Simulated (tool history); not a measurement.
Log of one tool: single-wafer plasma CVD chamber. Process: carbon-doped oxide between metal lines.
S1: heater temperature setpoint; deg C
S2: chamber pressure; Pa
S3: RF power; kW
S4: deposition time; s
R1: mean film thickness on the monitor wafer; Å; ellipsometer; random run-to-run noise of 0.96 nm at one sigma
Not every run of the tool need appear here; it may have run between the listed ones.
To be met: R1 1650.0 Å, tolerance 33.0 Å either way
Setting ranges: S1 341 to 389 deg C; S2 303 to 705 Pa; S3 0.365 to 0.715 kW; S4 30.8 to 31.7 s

run 1 hour=0.0 | S1=365 S2=504 S3=0.540 S4=30.8 | R1=1497.7
run 2 hour=8.7 | S1=365 S2=451 S3=0.540 S4=30.8 | R1=1472.7
run 3 hour=11.2 | S1=365 S2=451 S3=0.615 S4=30.8 | R1=1605.9
run 4 hour=15.3 | S1=370 S2=451 S3=0.615 S4=30.8 | R1=1588.1
run 5 hour=17.1 | S1=369 S2=460 S3=0.620 S4=30.8 | R1=1596.6
run 6 hour=20.6 | S1=376 S2=460 S3=0.620 S4=30.8 | R1=1565.7
run 7 hour=24.4 | S1=374 S2=471 S3=0.625 S4=30.8 | R1=1574.5
run 8 hour=32.9 | S1=372 S2=473 S3=0.630 S4=30.8 | R1=1613.3

Of the 5 settings listed for the next run, only one would bring every result within its allowed miss of target. Which one?
run A hour=41.4 | S1=369 S2=516 S3=0.610 S4=30.8 | R1=?
run B hour=41.4 | S1=368 S2=453 S3=0.590 S4=30.8 | R1=?
run C hour=41.4 | S1=373 S2=491 S3=0.580 S4=31.3 | R1=?
run D hour=41.4 | S1=387 S2=508 S3=0.645 S4=31.6 | R1=?
run E hour=41.4 | S1=373 S2=408 S3=0.640 S4=30.8 | R1=?

move=A R1=1588.4
move=B R1=1540.1
move=C R1=1546.1
move=D R1=1624.2
move=E R1=1582.3
A: its largest miss is bigger than the last run's
B: its largest miss is bigger than the last run's
C: its largest miss is bigger than the last run's
D: every result lands within tolerance
E: its largest miss is bigger than the last run's
The right move is D.
